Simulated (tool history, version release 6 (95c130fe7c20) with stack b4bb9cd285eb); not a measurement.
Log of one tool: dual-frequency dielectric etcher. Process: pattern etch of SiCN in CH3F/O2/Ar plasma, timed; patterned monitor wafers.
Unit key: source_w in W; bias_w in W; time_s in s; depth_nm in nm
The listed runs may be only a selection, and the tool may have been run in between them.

| run | hour | source_w | bias_w | time_s | depth_nm |
|---|---|---|---|---|---|
| 1 | 0.0 | 510 | 94 | 83.5 | 39.948 |
| 2 | 7.1 | 550 | 94 | 83.5 | 41.704 |
| 3 | 8.9 | 550 | 80 | 83.5 | 39.722 |
| 4 | 11.9 | 550 | 80 | 83.5 | 39.790 |
| 5 | 17.8 | 550 | 80 | 87.5 | 41.559 |
| 6 | 19.8 | 480 | 80 | 87.5 | 38.391 |

What does the tool deliver on the next run?
| 7 | 22.0 | 460 | 79 | 87.5 | ? |

depth_nm: 37.361 nm
